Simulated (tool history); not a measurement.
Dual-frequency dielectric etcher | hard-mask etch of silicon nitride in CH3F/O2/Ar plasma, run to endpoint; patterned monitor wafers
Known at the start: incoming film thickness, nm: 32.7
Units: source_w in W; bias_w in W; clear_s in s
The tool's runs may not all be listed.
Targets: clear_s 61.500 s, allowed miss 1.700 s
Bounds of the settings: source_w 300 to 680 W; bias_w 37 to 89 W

run,hour,source_w,bias_w,clear_s
1,0.0,490,63,49.834
2,6.6,460,60,52.562
3,15.4,460,49,58.681
4,17.7,380,49,66.876
5,21.9,450,49,58.748
6,24.0,510,49,54.949
7,29.6,500,49,55.395
8,37.7,490,49,56.160
9,39.7,480,49,56.561
10,48.4,470,49,57.889
11,56.0,460,49,58.088
12,62.1,390,45,68.722

Which of these 5 next moves meets every target?
A,68.2,390,55,?
B,68.2,380,51,?
C,68.2,450,53,?
D,68.2,390,47,?
E,68.2,460,53,?

move,clear_s
A,61.327
B,65.015
C,56.806
D,66.679
E,56.016
A: meets every target
B: nearer than the last run, and not there yet
C: takes the result that was furthest off past its target
D: nearer than the last run, and not there yet
E: takes the result that was furthest off past its target
The right move is A.
